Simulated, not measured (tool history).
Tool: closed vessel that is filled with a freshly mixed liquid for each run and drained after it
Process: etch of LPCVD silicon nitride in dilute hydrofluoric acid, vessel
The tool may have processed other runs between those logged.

run,hour,temperature setpoint of the liquid (°C),parts of water to one part of 49 % hydrofluoric acid (parts by volume),time in the liquid (s),thickness taken off the LPCVD silicon nitride on a monitor wafer (nm)
1,0.0,20.0,115,3195,11.3170
2,4.5,19.5,120,3195,10.4080
3,6.3,19.5,90,3195,13.8570
4,8.8,17.0,90,3195,11.5460
5,16.7,17.0,100,3195,10.5900
6,21.2,17.0,100,3405,11.3720
7,28.2,17.0,110,3405,10.3780
8,30.1,17.0,120,3405,9.3794
9,39.5,17.0,125,3405,9.1261
10,45.1,17.0,130,3405,8.7890
11,47.1,17.0,135,3405,8.5238
12,53.9,17.0,140,3405,8.2128

Predict the results of run 13:
13,60.0,17.0,145,3405,?

thickness taken off the LPCVD silicon nitride on a monitor wafer (nm): 7.7954

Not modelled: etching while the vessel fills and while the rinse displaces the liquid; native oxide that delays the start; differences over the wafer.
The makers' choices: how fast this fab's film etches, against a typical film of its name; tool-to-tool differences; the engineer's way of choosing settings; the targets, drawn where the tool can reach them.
